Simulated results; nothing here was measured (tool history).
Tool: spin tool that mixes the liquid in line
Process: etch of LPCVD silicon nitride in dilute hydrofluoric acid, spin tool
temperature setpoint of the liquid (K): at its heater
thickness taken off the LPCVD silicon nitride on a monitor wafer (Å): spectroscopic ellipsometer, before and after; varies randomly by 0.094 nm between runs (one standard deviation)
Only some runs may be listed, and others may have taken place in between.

run    day  temperature setpoint of the liquid (K)  parts of water to one part of 49 % hydrofluoric acid (parts by volume)  time under the liquid (s)  thickness taken off the LPCVD silicon nitride on a monitor wafer (Å)
  1  0.000                                  299.15                                                                     185                        310                                                                10.498
  2  0.104                                  299.15                                                                     185                        310                                                                10.277
  3  0.250                                  300.15                                                                     165                        315                                                                12.706
  4  0.512                                  300.65                                                                     150                        320                                                                15.229
  5  0.779                                  301.15                                                                     145                        320                                                                15.633
  6  0.988                                  301.65                                                                     135                        320                                                                17.122

What will run 7 give?
  7  1.158                                  301.65                                                                     135                        320                                                                     ?

Run 7 came out at thickness taken off the LPCVD silicon nitride on a monitor wafer (Å) 18.076.
